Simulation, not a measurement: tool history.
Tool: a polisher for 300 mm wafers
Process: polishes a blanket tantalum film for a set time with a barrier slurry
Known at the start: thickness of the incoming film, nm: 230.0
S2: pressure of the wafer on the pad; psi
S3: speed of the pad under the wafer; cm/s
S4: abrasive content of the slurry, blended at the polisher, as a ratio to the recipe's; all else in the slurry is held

{"run": 1, "hour": 0.0, "flow of slurry (ml/min)": 280, "S2": 2.5, "S3": 92, "S4": 1.0, "polishing time (s)": 58, "film removed (nm)": 129.58}
{"run": 2, "hour": 7.2, "flow of slurry (ml/min)": 280, "S2": 2.5, "S3": 92, "S4": 1.0, "polishing time (s)": 58, "film removed (nm)": 127.04}
{"run": 3, "hour": 8.0, "flow of slurry (ml/min)": 280, "S2": 2.6, "S3": 92, "S4": 1.0, "polishing time (s)": 58, "film removed (nm)": 130.26}
{"run": 4, "hour": 16.0, "flow of slurry (ml/min)": 280, "S2": 2.6, "S3": 92, "S4": 1.0, "polishing time (s)": 58, "film removed (nm)": 129.82}
{"run": 5, "hour": 18.2, "flow of slurry (ml/min)": 280, "S2": 2.6, "S3": 92, "S4": 0.8, "polishing time (s)": 58, "film removed (nm)": 121.09}
{"run": 6, "hour": 26.6, "flow of slurry (ml/min)": 350, "S2": 2.6, "S3": 92, "S4": 0.8, "polishing time (s)": 58, "film removed (nm)": 126.84}
{"run": 7, "hour": 35.1, "flow of slurry (ml/min)": 350, "S2": 2.8, "S3": 92, "S4": 0.8, "polishing time (s)": 58, "film removed (nm)": 137.15}

The next listed run, before its measurement:
{"run": 8, "hour": 43.7, "flow of slurry (ml/min)": 350, "S2": 2.8, "S3": 92, "S4": 0.8, "polishing time (s)": 58, "film removed (nm)": "?"}

film removed (nm): 132.95
